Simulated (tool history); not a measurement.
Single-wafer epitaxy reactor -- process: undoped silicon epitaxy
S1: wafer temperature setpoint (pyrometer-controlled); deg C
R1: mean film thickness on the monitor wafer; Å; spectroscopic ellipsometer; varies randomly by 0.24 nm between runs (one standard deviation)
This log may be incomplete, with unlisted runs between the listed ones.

run 1 day=0.000 | S1=640 deposition_time_(s)=305 | R1=330.30
run 2 day=0.317 | S1=647 deposition_time_(s)=308 | R1=381.55
run 3 day=0.667 | S1=647 deposition_time_(s)=278 | R1=350.13
run 4 day=0.850 | S1=647 deposition_time_(s)=294 | R1=368.33
run 5 day=1.092 | S1=647 deposition_time_(s)=313 | R1=388.33
run 6 day=1.225 | S1=652 deposition_time_(s)=319 | R1=438.01
run 7 day=1.508 | S1=655 deposition_time_(s)=323 | R1=473.92

Expected results for the next run?
run 8 day=1.646 | S1=658 deposition_time_(s)=325 | R1=?

Run 8 came out at R1 506.66 Å.

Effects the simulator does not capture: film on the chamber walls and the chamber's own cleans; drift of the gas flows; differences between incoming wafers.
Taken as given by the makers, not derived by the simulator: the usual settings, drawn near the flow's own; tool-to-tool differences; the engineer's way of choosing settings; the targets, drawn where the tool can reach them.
